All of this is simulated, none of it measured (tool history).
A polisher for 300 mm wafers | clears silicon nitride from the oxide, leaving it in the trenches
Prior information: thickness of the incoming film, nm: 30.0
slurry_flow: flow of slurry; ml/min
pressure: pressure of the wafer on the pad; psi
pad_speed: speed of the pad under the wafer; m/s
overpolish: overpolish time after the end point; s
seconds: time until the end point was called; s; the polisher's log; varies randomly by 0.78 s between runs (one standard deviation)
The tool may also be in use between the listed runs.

run	hour	slurry_flow	pressure	pad_speed	overpolish	seconds
1	0	305	1.7	0.78	43	61.641
2	8.3	305	1.7	0.78	46	63.163
3	16.8	305	1.7	0.78	43	63.802
4	19.4	305	1.8	0.78	43	62.491
5	24.8	305	1.8	0.62	43	75.845
6	31.9	305	1.8	0.46	43	103.09
# hour 34.8: head pressure recalibrated
7	34.8	310	2.3	0.62	43	67.978
8	40.8	310	2.4	0.66	43	61.989
9	47.2	310	2.5	0.68	43	58.12
10	49.8	310	2.5	0.7	43	56.495

Forecast run 11:
11	56.7	310	2.5	0.72	43	?

{"run 11": {"seconds": 55.11}}
